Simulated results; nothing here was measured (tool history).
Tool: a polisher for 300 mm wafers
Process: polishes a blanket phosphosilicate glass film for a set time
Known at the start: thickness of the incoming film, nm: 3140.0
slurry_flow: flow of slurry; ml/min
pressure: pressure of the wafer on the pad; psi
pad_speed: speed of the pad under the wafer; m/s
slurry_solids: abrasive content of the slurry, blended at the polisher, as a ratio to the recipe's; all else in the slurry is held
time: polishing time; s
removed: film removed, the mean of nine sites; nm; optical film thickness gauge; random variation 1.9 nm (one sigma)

run	hour	slurry_flow	pressure	pad_speed	slurry_solids	time	removed
1	0.0	175	4.2	0.88	1.00	28	343.33
2	0.7	175	3.6	0.76	0.95	28	250.80
3	4.3	175	3.1	0.70	0.95	28	208.71
4	11.5	175	2.8	0.66	0.95	28	179.40
5	16.8	175	2.8	0.66	0.95	28	171.72
6	23.6	175	2.5	0.66	0.95	28	159.33

Run 7 comes next. What will it give?
7	26.0	175	2.3	0.66	0.95	28	?

{"run 7": {"removed": 144.48}}
